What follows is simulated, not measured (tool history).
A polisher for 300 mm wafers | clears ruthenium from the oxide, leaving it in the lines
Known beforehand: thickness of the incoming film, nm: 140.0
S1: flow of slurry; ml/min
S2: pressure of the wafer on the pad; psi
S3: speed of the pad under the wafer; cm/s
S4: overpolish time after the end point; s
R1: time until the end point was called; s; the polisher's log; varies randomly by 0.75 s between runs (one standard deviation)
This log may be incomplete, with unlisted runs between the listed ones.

Run 1, hour 0.0: S1 225 ml/min, S2 2.8 psi, S3 124 cm/s, S4 26 s. Result: R1 78.803 s.
Run 2, hour 5.9: S1 225 ml/min, S2 2.8 psi, S3 106 cm/s, S4 26 s. Result: R1 89.410 s.
Run 3, hour 13.4: S1 225 ml/min, S2 3.2 psi, S3 108 cm/s, S4 26 s. Result: R1 79.330 s.
Run 4, hour 20.0: S1 225 ml/min, S2 3.5 psi, S3 114 cm/s, S4 26 s. Result: R1 71.436 s.
Run 5, hour 27.6: S1 225 ml/min, S2 3.5 psi, S3 136 cm/s, S4 26 s. Result: R1 58.838 s.
Run 6, hour 33.0: S1 225 ml/min, S2 2.8 psi, S3 136 cm/s, S4 26 s. Result: R1 69.956 s.
Run 7, hour 34.6: S1 225 ml/min, S2 3.1 psi, S3 138 cm/s, S4 26 s. Result: R1 63.741 s.
Run 8, hour 38.5: S1 225 ml/min, S2 3.3 psi, S3 140 cm/s, S4 26 s. Result: R1 61.287 s.

Run 9, settings as shown, results not yet in. Your forecast:
Run 9, hour 42.1: S1 225 ml/min, S2 3.5 psi, S3 142 cm/s, S4 26 s. Result: R1 ?.

{"run 9": {"R1": 56.795}}
